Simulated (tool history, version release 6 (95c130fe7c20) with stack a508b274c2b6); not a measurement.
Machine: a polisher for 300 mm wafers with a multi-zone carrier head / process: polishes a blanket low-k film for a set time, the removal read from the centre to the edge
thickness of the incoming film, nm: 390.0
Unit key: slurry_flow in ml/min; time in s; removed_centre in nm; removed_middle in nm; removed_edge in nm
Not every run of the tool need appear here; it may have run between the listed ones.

run,hour,slurry_flow,centre_zone,middle_zone,edge_zone,slurry_solids,time,removed_centre,removed_middle,removed_edge
1,0.0,170,1.00,1.00,1.00,1.00,68,18.081,17.380,17.992
2,0.7,170,1.00,1.00,1.00,1.00,51,13.392,13.285,13.163
3,4.7,175,1.00,1.00,1.00,1.00,51,13.417,13.361,13.268
4,7.5,175,1.00,1.00,1.00,1.00,68,18.004,17.877,17.916
5,14.2,175,1.00,0.99,0.98,0.95,68,17.301,16.951,16.933
6,19.5,160,1.00,0.99,0.98,0.95,68,17.368,17.003,17.159
# hour 27.4: worn pad replaced by a new one
7,27.4,160,1.00,0.98,0.97,0.90,68,18.637,18.080,18.174

Run 8 comes next. What will it give?
8,35.7,160,1.10,1.08,1.07,1.15,54,?,?,?

{"run 8": {"removed_centre": 17.93, "removed_middle": 17.419, "removed_edge": 17.307}}

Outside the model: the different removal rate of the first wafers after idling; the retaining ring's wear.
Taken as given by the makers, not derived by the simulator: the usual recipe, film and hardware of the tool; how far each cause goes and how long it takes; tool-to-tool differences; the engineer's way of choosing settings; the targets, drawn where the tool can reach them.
